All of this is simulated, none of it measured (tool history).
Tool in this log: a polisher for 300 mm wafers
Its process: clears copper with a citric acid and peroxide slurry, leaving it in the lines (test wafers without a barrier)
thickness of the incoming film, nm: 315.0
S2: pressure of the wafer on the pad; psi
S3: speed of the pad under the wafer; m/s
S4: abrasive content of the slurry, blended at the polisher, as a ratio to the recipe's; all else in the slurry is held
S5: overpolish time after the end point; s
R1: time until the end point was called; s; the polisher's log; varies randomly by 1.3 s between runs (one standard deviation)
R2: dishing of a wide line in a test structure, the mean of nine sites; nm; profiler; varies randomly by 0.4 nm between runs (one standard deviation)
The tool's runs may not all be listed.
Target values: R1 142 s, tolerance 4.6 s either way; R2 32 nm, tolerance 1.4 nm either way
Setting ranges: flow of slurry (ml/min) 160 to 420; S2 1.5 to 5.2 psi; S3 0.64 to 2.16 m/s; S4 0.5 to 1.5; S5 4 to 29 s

Run 1, day 0: flow of slurry (ml/min) 270, S2 3.3 psi, S3 1.4 m/s, S4 1, S5 15 s. Result: R1 104.46 s, R2 27.953 nm.
Run 2, day 0.179: flow of slurry (ml/min) 270, S2 3.3 psi, S3 1.28 m/s, S4 1, S5 15 s. Result: R1 114.65 s, R2 25.73 nm.
Run 3, day 0.279: flow of slurry (ml/min) 265, S2 3.1 psi, S3 1.28 m/s, S4 1, S5 17 s. Result: R1 122.02 s, R2 27.136 nm.
Run 4, day 0.425: flow of slurry (ml/min) 260, S2 3 psi, S3 1.28 m/s, S4 1, S5 19 s. Result: R1 128.12 s, R2 28.973 nm.
Run 5, day 0.658: flow of slurry (ml/min) 260, S2 3 psi, S3 1.58 m/s, S4 1, S5 19 s. Result: R1 103.01 s, R2 33.063 nm.
Run 6, day 0.912: flow of slurry (ml/min) 260, S2 3 psi, S3 1.58 m/s, S4 1, S5 15 s. Result: R1 102.56 s, R2 27.491 nm.
Run 7, day 0.958: flow of slurry (ml/min) 255, S2 2.8 psi, S3 1.56 m/s, S4 1, S5 17 s. Result: R1 112.45 s, R2 27.627 nm.
Run 8, day 1.129: flow of slurry (ml/min) 245, S2 2.7 psi, S3 1.54 m/s, S4 1, S5 19 s. Result: R1 115.75 s, R2 29.544 nm.
Run 9, day 1.362: flow of slurry (ml/min) 245, S2 2.5 psi, S3 1.52 m/s, S4 1, S5 20 s. Result: R1 128.45 s, R2 28.698 nm.
Run 10, day 1.55: flow of slurry (ml/min) 245, S2 2.4 psi, S3 1.52 m/s, S4 1, S5 21 s. Result: R1 132.56 s, R2 29.06 nm.
Run 11, day 1.862: flow of slurry (ml/min) 245, S2 2.4 psi, S3 1.52 m/s, S4 1, S5 22 s. Result: R1 132.55 s, R2 29.981 nm.
At day 2.146: worn pad replaced by a new one.
Run 12, day 2.146: flow of slurry (ml/min) 245, S2 2.4 psi, S3 1.52 m/s, S4 1, S5 23 s. Result: R1 121.43 s, R2 32.474 nm.
Run 13, day 2.192: flow of slurry (ml/min) 235, S2 1.7 psi, S3 1.5 m/s, S4 1, S5 26 s. Result: R1 171.36 s, R2 26.977 nm.

5 candidate next runs follow, results not yet known. Just one meets every target within its allowed miss. Identify it.
Run A, day 2.238: flow of slurry (ml/min) 325, S2 1.5 psi, S3 2.04 m/s, S4 0.95, S5 18 s. Result: R1 ?, R2 ?.
Run B, day 2.238: flow of slurry (ml/min) 160, S2 2 psi, S3 1.48 m/s, S4 1.5, S5 27 s. Result: R1 ?, R2 ?.
Run C, day 2.238: flow of slurry (ml/min) 245, S2 1.9 psi, S3 1.42 m/s, S4 1, S5 22 s. Result: R1 ?, R2 ?.
Run D, day 2.238: flow of slurry (ml/min) 355, S2 2.4 psi, S3 1.42 m/s, S4 0.9, S5 27 s. Result: R1 ?, R2 ?.
Run E, day 2.238: flow of slurry (ml/min) 345, S2 2.1 psi, S3 1.32 m/s, S4 1.1, S5 15 s. Result: R1 ?, R2 ?.

move      R1      R2
   A  139.59  23.285
   B  141.08  31.247
   C  160.44  24.881
   D  127.22  33.949
   E  148.58  19.907
A: brings the last run's worst result on target, with another outside its allowed miss
B: in spec on every target
C: an improvement on the last run, though not all results are within tolerance
D: carries the result that was furthest off beyond its target, to the other side
E: its largest miss is bigger than the last run's
B meets every target.
